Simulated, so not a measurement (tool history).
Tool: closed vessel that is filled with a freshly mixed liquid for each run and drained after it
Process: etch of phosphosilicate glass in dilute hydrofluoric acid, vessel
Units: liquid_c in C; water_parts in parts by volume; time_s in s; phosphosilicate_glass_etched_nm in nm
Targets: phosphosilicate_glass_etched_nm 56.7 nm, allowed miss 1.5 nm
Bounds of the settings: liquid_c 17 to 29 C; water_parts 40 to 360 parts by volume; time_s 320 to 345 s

run  hour  liquid_c  water_parts  time_s  phosphosilicate_glass_etched_nm
  1     0        21          200     320                           78.381
  2   9.3        19          200     320                           72.361
  3    11        19          200     320                           72.876
  4  12.3        19          200     320                           72.293
  5  17.9        19          135     320                           114.14
  6  20.4      18.5          155     320                           94.004
  7  27.4        18          170     320                           84.682
  8  32.5        18          180     320                           78.301
  9  38.4        18          190     320                           74.468
 10  39.5        18          200     320                           68.634
 11  47.7        18          205     320                           65.942

Which of these 5 next moves meets every target?
  A  55.9        17          240     340                                ?
  B  55.9        17          215     320                                ?
  C  55.9      19.5          235     320                                ?
  D  55.9      18.5          210     345                                ?
  E  55.9      17.5          230     335                                ?

move  phosphosilicate_glass_etched_nm
   A                           57.013
   B                           61.247
   C                            60.62
   D                           72.039
   E                           60.306
A: meets every target
B: nearer than the last run, and not there yet
C: nearer than the last run, and not there yet
D: further off than the last run
E: nearer than the last run, and not there yet
Move A is the one to make.
